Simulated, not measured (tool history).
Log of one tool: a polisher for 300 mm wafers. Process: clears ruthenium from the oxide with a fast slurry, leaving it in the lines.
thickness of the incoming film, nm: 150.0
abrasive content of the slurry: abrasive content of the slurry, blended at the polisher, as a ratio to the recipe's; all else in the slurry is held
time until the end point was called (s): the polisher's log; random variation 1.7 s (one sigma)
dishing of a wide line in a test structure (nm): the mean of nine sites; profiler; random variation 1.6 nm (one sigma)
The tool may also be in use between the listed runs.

| run | day | flow of slurry (ml/min) | pressure of the wafer on the pad (psi) | speed of the pad under the wafer (cm/s) | abrasive content of the slurry | overpolish time after the end point (s) | time until the end point was called (s) | dishing of a wide line in a test structure (nm) |
|---|---|---|---|---|---|---|---|---|
| 1 | 0.000 | 295 | 2.3 | 82 | 1.0 | 29 | 66.382 | 52.630 |
| 2 | 0.167 | 295 | 2.3 | 82 | 1.0 | 19 | 68.709 | 34.776 |
| 3 | 0.508 | 295 | 2.3 | 66 | 1.0 | 19 | 77.355 | 31.111 |
| 4 | 0.742 | 295 | 2.3 | 66 | 1.0 | 21 | 77.396 | 35.142 |
| 5 | 0.829 | 295 | 2.3 | 76 | 1.0 | 21 | 69.288 | 37.255 |
| 6 | 1.088 | 295 | 2.3 | 76 | 1.0 | 31 | 69.404 | 53.652 |
| 7 | 1.229 | 295 | 2.2 | 76 | 1.0 | 32 | 72.794 | 52.474 |
|  | 1.446 | worn pad replaced by a new one |
| 8 | 1.446 | 295 | 2.2 | 76 | 1.0 | 33 | 64.169 | 61.530 |

Run 9 comes next. What will it give?
| 9 | 1.592 | 295 | 2.1 | 72 | 1.0 | 34 | ? | ? |

{"run 9": {"time until the end point was called (s)": 74.087, "dishing of a wide line in a test structure (nm)": 55.5}}

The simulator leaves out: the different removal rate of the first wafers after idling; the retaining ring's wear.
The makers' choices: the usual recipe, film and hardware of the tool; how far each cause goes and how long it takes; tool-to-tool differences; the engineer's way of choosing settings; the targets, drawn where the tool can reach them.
